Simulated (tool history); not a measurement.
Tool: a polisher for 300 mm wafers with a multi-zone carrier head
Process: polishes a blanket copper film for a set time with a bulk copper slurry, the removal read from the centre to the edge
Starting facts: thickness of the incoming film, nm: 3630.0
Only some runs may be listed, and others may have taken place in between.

run,hour,flow of slurry (ml/min),pressure of the head's centre zone,pressure of the head's middle zone,pressure of the head's edge zone,abrasive content of the slurry,polishing time (s),film removed at the wafer's centre (angstrom),film removed at mid-radius (angstrom),film removed at the wafer's edge (angstrom)
1,0,315,1,1,1,1,39,3943.1,3886.5,3735.9
2,0.6,315,1,1,1,0.85,39,3788.4,3732.2,3641.9
3,2.5,315,1,1,1,0.85,43,4141.5,4166,3956.2
4,7.9,370,1,1,1,0.85,43,4211.7,4168.2,4005.4
5,16,370,1,1,1.06,0.85,43,4288.9,4189.4,4167.2
6,19.1,370,1,1,1.06,0.85,38,3808.3,3681.8,3665.1
7,25,375,1.02,1.03,1,0.75,34,3244.2,3308.4,3063.9

For run 8, what comes out?
8,27.2,365,1.12,1,0.9,0.5,28,?,?,?

Run 8 produced film removed at the wafer's centre (angstrom) 2626, film removed at mid-radius (angstrom) 2367, film removed at the wafer's edge (angstrom) 2192.9.
